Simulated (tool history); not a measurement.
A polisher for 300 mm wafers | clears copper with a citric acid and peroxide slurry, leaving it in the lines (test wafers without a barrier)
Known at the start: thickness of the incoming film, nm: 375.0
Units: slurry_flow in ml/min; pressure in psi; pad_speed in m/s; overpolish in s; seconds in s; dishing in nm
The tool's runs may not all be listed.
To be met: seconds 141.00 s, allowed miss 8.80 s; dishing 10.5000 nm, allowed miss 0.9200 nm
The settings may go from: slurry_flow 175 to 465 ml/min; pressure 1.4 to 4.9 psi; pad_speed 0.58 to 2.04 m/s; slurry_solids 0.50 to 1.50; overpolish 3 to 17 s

| run | hour | slurry_flow | pressure | pad_speed | slurry_solids | overpolish | seconds | dishing |
|---|---|---|---|---|---|---|---|---|
| 1 | 0.0 | 295 | 3.1 | 1.30 | 1.00 | 9 | 133.78 | 19.6680 |
| 2 | 7.9 | 295 | 3.1 | 1.30 | 1.00 | 8 | 133.95 | 18.1990 |
| 3 | 11.1 | 295 | 3.1 | 1.30 | 1.00 | 7 | 132.45 | 15.3410 |
| 4 | 13.2 | 295 | 3.0 | 1.30 | 1.00 | 6 | 139.34 | 12.6400 |
| 5 | 14.3 | 295 | 3.0 | 1.30 | 1.00 | 8 | 134.03 | 16.3410 |
| 6 | 22.5 | 295 | 2.3 | 1.30 | 1.00 | 8 | 170.48 | 12.8190 |
| 7 | 25.3 | 295 | 2.4 | 1.32 | 1.00 | 7 | 169.25 | 12.7910 |
| 8 | 27.3 | 340 | 2.2 | 1.64 | 1.25 | 3 | 141.47 | 6.7515 |
| 9 | 29.4 | 335 | 2.2 | 1.62 | 1.20 | 3 | 139.32 | 6.0149 |
| 10 | 38.4 | 335 | 2.3 | 1.58 | 1.20 | 3 | 147.59 | 6.3578 |
| 11 | 47.0 | 335 | 2.4 | 1.56 | 1.20 | 3 | 135.85 | 6.5748 |
| 12 | 52.5 | 330 | 2.4 | 1.54 | 1.20 | 3 | 138.77 | 6.5549 |
| 13 | 56.5 | 330 | 2.4 | 1.52 | 1.20 | 3 | 141.18 | 6.3014 |
|  | 59.9 | slurry nozzle cleaned |
| 14 | 59.9 | 330 | 2.4 | 1.52 | 1.15 | 3 | 133.25 | 6.5390 |
| 15 | 63.6 | 320 | 2.5 | 1.52 | 1.15 | 3 | 134.15 | 7.1682 |
| 16 | 70.1 | 310 | 2.5 | 1.52 | 1.15 | 3 | 127.91 | 6.7588 |
| 17 | 71.2 | 320 | 2.6 | 1.50 | 1.15 | 3 | 126.31 | 7.3023 |
| 18 | 80.1 | 315 | 2.6 | 1.48 | 1.15 | 3 | 129.62 | 6.9376 |
| 19 | 80.7 | 315 | 2.6 | 1.48 | 1.15 | 3 | 130.85 | 6.9869 |

4 next moves are on the table. One of them brings every result within its allowed miss. Which?
| A | 81.3 | 350 | 2.3 | 1.62 | 0.95 | 5 | ? | ? |
| B | 81.3 | 315 | 2.6 | 1.72 | 1.00 | 5 | ? | ? |
| C | 81.3 | 270 | 2.7 | 1.64 | 1.10 | 4 | ? | ? |
| D | 81.3 | 365 | 2.6 | 1.26 | 1.35 | 4 | ? | ? |

| move | seconds | dishing |
|---|---|---|
| A | 141.44 | 10.5900 |
| B | 118.88 | 12.5240 |
| C | 118.42 | 10.1730 |
| D | 143.78 | 8.4373 |
A: meets every target
B: takes the result that was furthest off past its target
C: brings the result that was furthest off to its target, and leaves another outside
D: nearer than the last run, and not there yet
Answer: A

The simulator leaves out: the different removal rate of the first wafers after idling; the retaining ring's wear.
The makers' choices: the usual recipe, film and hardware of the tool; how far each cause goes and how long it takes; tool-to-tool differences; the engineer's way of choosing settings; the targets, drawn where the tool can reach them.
